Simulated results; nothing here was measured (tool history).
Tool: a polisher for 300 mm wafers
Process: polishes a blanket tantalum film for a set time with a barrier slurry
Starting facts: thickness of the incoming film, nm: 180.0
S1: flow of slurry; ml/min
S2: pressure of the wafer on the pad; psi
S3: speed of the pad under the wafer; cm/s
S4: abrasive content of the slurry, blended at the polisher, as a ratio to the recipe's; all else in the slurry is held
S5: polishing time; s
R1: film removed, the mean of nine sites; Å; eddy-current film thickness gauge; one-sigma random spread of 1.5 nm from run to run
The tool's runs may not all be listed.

{"run": 1, "day": 0.0, "S1": 305, "S2": 1.3, "S3": 76, "S4": 1, "S5": 112, "R1": 893.86}
{"run": 2, "day": 0.167, "S1": 305, "S2": 1.5, "S3": 76, "S4": 1, "S5": 112, "R1": 1028.7}
{"run": 3, "day": 0.417, "S1": 305, "S2": 1.5, "S3": 76, "S4": 1, "S5": 117, "R1": 1062.3}
{"run": 4, "day": 0.6, "S1": 305, "S2": 1.5, "S3": 76, "S4": 1.15, "S5": 117, "R1": 1119.3}
{"run": 5, "day": 0.646, "S1": 305, "S2": 1.5, "S3": 76, "S4": 1.15, "S5": 112, "R1": 1040.1}
{"run": 6, "day": 0.862, "S1": 305, "S2": 1.2, "S3": 76, "S4": 1.15, "S5": 112, "R1": 879.09}

Expected results for the next run?
{"run": 7, "day": 1.071, "S1": 305, "S2": 1.4, "S3": 76, "S4": 1.15, "S5": 112, "R1": "?"}

Run 7 came out at R1 991.43 Å.
